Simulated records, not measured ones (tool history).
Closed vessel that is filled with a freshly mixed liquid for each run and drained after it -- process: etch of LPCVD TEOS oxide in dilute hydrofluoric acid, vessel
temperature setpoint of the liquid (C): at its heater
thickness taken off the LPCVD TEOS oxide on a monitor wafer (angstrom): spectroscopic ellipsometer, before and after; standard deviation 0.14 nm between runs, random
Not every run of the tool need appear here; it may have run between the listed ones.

run    day  temperature setpoint of the liquid (C)  parts of water to one part of 49 % hydrofluoric acid (parts by volume)  time in the liquid (s)  thickness taken off the LPCVD TEOS oxide on a monitor wafer (angstrom)
  1      0                                      25                                                                      40                      30                                                                  324.83
  2  0.196                                      25                                                                      40                      30                                                                  323.69
  3  0.488                                      22                                                                      40                      30                                                                  286.89
  4  0.733                                      23                                                                      40                      30                                                                  297.69
  5  0.783                                      24                                                                      40                      30                                                                  310.92
  6  0.833                                      22                                                                      40                      30                                                                  286.34
     0.871  -- thermometer replaced
  7  0.871                                      23                                                                      40                      30                                                                   286.6
  8  0.983                                      24                                                                      40                      30                                                                  297.47

Forecast run 9:
  9  1.35                                      28                                                                      40                      30                                                                       ?

Logged for run 9: thickness taken off the LPCVD TEOS oxide on a monitor wafer (angstrom) 352.67.
